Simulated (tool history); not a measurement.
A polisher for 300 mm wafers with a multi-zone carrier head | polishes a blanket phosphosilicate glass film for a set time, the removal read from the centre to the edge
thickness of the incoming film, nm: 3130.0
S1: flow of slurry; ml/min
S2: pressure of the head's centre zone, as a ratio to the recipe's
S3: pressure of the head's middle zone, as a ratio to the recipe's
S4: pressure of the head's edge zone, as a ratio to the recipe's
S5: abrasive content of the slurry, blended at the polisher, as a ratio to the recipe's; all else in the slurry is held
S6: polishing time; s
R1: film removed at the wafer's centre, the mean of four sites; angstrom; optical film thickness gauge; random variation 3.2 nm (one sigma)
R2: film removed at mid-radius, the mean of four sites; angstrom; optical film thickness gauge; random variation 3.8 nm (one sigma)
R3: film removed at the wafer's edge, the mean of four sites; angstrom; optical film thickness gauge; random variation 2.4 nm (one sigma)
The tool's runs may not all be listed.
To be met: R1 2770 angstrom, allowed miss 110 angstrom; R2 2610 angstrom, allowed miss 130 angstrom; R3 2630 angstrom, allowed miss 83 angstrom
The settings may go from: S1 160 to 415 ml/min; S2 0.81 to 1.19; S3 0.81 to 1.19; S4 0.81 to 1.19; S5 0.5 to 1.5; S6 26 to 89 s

run  hour   S1    S2    S3    S4    S5  S6      R1      R2      R3
  1     0  265     1     1     1     1  57  5169.9  5116.5  4935.6
  2   2.2  265     1     1  1.03     1  57  5070.2    4989  5005.9
  3   4.1  265     1     1  1.11     1  57    4985  5146.4  5138.8
  4   9.2  265     1     1  1.11     1  66  5819.2  5847.9  5952.9
  5  12.6  260     1  0.98  1.07  0.85  57  4763.8  4559.5  4825.1
  6  13.8  265     1     1  1.03  0.75  49  3941.7  3840.4  3821.6
  7  19.4  265  0.99  0.99     1   0.7  45  3543.6  3471.4  3400.2
  8  27.3  250  0.93  0.89   0.9   0.5  39  2462.5  2402.3  2495.1
  9  35.5  265  0.95   0.9  0.91   0.5  39  2543.6  2379.1  2501.1
 10  42.5  265  0.96  0.92  0.92   0.5  39    2595  2562.6  2518.2
 11  45.8  265  0.97  0.92  0.93   0.5  39  2620.6  2483.6  2552.3
 12  47.4  265  0.98  0.93  0.94   0.5  39  2629.3  2542.3  2586.9
 13  54.3  270  0.99  0.93  0.94   0.5  39  2678.1    2553  2557.8

4 next moves are on the table. One of them brings every result within its allowed miss. Which?
  A  61.2  265  0.93   0.9  0.96   0.5  40   ?   ?   ?
  B  61.2  245  0.98   0.9  0.89   0.8  35   ?   ?   ?
  C  61.2  160  0.91  0.98  0.92  0.55  43   ?   ?   ?
  D  61.2  375  1.04  0.98  0.84  0.55  37   ?   ?   ?

move      R1      R2      R3
   A  2523.6  2553.6  2605.4
   B  2745.2  2636.7  2602.4
   C  2587.7  2890.4  2727.1
   D  2793.9  2701.6  2396.7
A: brings the result that was furthest off to its target, and leaves another outside
B: meets every target
C: takes the result that was furthest off past its target
D: further off than the last run
The right move is B.

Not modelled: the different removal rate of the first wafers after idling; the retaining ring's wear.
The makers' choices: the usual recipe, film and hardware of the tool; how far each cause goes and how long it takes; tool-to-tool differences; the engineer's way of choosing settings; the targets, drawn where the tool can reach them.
